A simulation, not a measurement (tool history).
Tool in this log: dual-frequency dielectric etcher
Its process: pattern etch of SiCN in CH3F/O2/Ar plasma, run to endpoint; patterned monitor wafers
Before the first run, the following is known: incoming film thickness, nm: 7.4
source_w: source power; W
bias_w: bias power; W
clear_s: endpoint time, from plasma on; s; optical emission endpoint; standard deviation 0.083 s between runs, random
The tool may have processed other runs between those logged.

{"run": 1, "hour": 0.0, "source_w": 530, "bias_w": 63, "clear_s": 19.213}
{"run": 2, "hour": 3.0, "source_w": 620, "bias_w": 63, "clear_s": 17.987}
{"run": 3, "hour": 10.8, "source_w": 620, "bias_w": 69, "clear_s": 17.626}
{"run": 4, "hour": 14.1, "source_w": 620, "bias_w": 63, "clear_s": 18.013}
{"run": 5, "hour": 18.1, "source_w": 620, "bias_w": 73, "clear_s": 17.128}
{"run": 6, "hour": 18.7, "source_w": 620, "bias_w": 82, "clear_s": 16.488}
{"run": 7, "hour": 25.2, "source_w": 560, "bias_w": 79, "clear_s": 17.509}
{"run": 8, "hour": 33.4, "source_w": 560, "bias_w": 79, "clear_s": 17.346}
{"run": 9, "hour": 42.2, "source_w": 510, "bias_w": 76, "clear_s": 18.272}
{"run": 10, "hour": 48.5, "source_w": 470, "bias_w": 74, "clear_s": 19.081}
{"run": 11, "hour": 52.3, "source_w": 440, "bias_w": 73, "clear_s": 19.499}
{"run": 12, "hour": 59.0, "source_w": 420, "bias_w": 72, "clear_s": 20.137}
{"run": 13, "hour": 60.3, "source_w": 420, "bias_w": 72, "clear_s": 20.202}

What does the tool deliver on the next run?
{"run": 14, "hour": 68.5, "source_w": 420, "bias_w": 72, "clear_s": "?"}

clear_s: 20.21 s
